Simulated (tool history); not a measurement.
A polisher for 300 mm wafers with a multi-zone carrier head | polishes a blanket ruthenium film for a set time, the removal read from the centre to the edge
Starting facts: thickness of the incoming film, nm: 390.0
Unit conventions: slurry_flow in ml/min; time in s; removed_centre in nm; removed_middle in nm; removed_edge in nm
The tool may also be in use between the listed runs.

run	hour	slurry_flow	centre_zone	middle_zone	edge_zone	time	removed_centre	removed_middle	removed_edge
1	0.0	235	1.00	1.00	1.00	76	44.068	43.595	44.249
2	2.1	245	0.99	1.04	1.02	77	44.272	46.860	45.562
3	8.2	245	0.99	1.04	1.05	77	43.671	46.082	45.670
4	15.5	245	0.99	1.04	1.05	91	52.468	54.574	54.670
5	19.8	200	0.99	1.04	1.05	91	50.800	53.083	53.526
6	21.1	195	0.98	1.05	1.03	90	48.831	53.157	53.059

What does the tool deliver on the next run?
# hour 23.7: slurry nozzle cleaned
7	23.7	195	0.98	1.06	1.01	89	?	?	?

Run 7 came out at removed_centre 51.153 nm, removed_middle 55.221 nm, removed_edge 51.738 nm.
